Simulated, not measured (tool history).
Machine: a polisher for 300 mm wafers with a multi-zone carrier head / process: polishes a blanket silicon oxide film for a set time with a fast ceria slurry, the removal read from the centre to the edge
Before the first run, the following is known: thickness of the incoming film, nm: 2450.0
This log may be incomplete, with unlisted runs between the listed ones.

run,hour,flow of slurry (ml/min),pressure of the head's centre zone,pressure of the head's middle zone,pressure of the head's edge zone,polishing time (s),film removed at the wafer's centre (angstrom),film removed at mid-radius (angstrom),film removed at the wafer's edge (angstrom)
1,0.0,195,1.00,1.00,1.00,54,8889.5,8942.3,9136.3
2,1.8,200,1.00,1.02,1.01,55,9049.0,9313.3,9410.9
3,5.1,200,1.00,1.02,1.01,42,6834.1,7211.1,7166.9
4,13.2,205,1.00,1.04,1.02,44,7204.6,7942.5,7612.9
5,17.3,205,1.00,0.97,1.02,44,7220.1,7285.4,7559.5
6,22.4,205,1.00,1.02,1.02,44,7149.6,7667.8,7772.1
# hour 24.0: edge zone pressure recalibrated
7,24.0,215,1.02,1.04,1.02,45,7602.2,8165.7,7657.3
8,30.1,215,1.02,1.05,1.03,47,8031.3,8178.3,7904.1

Estimate the outcome of run 9 from the log above:
9,32.0,215,1.01,1.06,1.02,49,?,?,?

Run 9 measured film removed at the wafer's centre (angstrom) 8229.9, film removed at mid-radius (angstrom) 8862.1, film removed at the wafer's edge (angstrom) 8132.2.
